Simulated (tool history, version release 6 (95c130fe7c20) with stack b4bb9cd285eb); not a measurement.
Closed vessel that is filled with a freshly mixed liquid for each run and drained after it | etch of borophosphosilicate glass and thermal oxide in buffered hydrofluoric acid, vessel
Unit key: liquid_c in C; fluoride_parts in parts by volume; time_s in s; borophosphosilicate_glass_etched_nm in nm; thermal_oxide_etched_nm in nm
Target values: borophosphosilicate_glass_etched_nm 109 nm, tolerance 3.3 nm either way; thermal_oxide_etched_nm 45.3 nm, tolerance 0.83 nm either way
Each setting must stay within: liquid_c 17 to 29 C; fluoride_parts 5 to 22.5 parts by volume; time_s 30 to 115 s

| run | hour | liquid_c | fluoride_parts | time_s | borophosphosilicate_glass_etched_nm | thermal_oxide_etched_nm |
|---|---|---|---|---|---|---|
| 1 | 0 | 21 | 13.5 | 60 | 86.307 | 35.366 |
| 2 | 5 | 21.5 | 13.5 | 60 | 87.527 | 36.323 |
| 3 | 9.4 | 21.5 | 17 | 60 | 70.474 | 29.043 |
| 4 | 18.3 | 22.5 | 17 | 60 | 74.001 | 31.009 |
| 5 | 23.5 | 19.5 | 17 | 60 | 63.096 | 25.76 |
| 6 | 30.6 | 19.5 | 17 | 70 | 73.546 | 30.103 |
| 7 | 39.4 | 20.5 | 17 | 70 | 77.918 | 32.019 |
| 8 | 44.3 | 20.5 | 17 | 70 | 76.661 | 31.887 |
| 9 | 48.8 | 21.5 | 17 | 70 | 81.966 | 33.767 |
| 10 | 56.5 | 21.5 | 17 | 70 | 80.943 | 34.318 |
| 11 | 57.7 | 25.5 | 17 | 70 | 100.97 | 42.173 |

Consider the 4 candidate settings below. Which is the only one whose results all fall within their allowed miss of target?
| A | 58.9 | 26.5 | 17.5 | 65 | ? | ? |
| B | 58.9 | 19 | 13.5 | 90 | ? | ? |
| C | 58.9 | 20.5 | 11.5 | 60 | ? | ? |
| D | 58.9 | 26 | 17.5 | 75 | ? | ? |

| move | borophosphosilicate_glass_etched_nm | thermal_oxide_etched_nm |
|---|---|---|
| A | 96.769 | 40.066 |
| B | 114.54 | 47.145 |
| C | 97.292 | 40.047 |
| D | 108.68 | 44.987 |
A: further off than the last run
B: the result that was furthest off in the last run now lies on the other side of its target
C: further off than the last run
D: all results land within tolerance of their targets
The right move is D.
